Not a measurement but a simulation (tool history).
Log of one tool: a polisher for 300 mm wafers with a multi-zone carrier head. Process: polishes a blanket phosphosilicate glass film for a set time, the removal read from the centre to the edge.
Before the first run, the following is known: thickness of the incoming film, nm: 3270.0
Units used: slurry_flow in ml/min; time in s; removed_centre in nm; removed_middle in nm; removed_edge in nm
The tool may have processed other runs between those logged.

run    day  slurry_flow  centre_zone  middle_zone  edge_zone  slurry_solids  time  removed_centre  removed_middle  removed_edge
  1  0.000          155         1.00         1.00       1.00           1.00    39          206.02          202.62        208.46
  2  0.275          155         1.00         1.00       1.00           1.10    39          214.69          215.83        219.39
  3  0.525          155         1.04         1.00       1.00           1.10    39          225.20          216.31        219.51
  4  0.558          155         1.10         1.00       1.00           1.10    39          233.71          217.52        217.87
  5  0.633          160         1.08         1.02       1.02           1.10    39          239.64          219.38        222.77
  6  0.883          155         1.06         1.03       1.02           1.15    39          234.83          229.30        225.48
  7  0.958          155         1.05         1.04       1.03           1.15    39          231.51          226.75        225.62
  8  1.042          155         1.04         1.05       1.04           1.15    39          229.44          229.73        225.92

Expected results for the next run?
  9  1.321          155         1.03         1.06       1.05           1.15    39               ?               ?             ?

{"run 9": {"removed_centre": 224.62, "removed_middle": 235.52, "removed_edge": 228.55}}
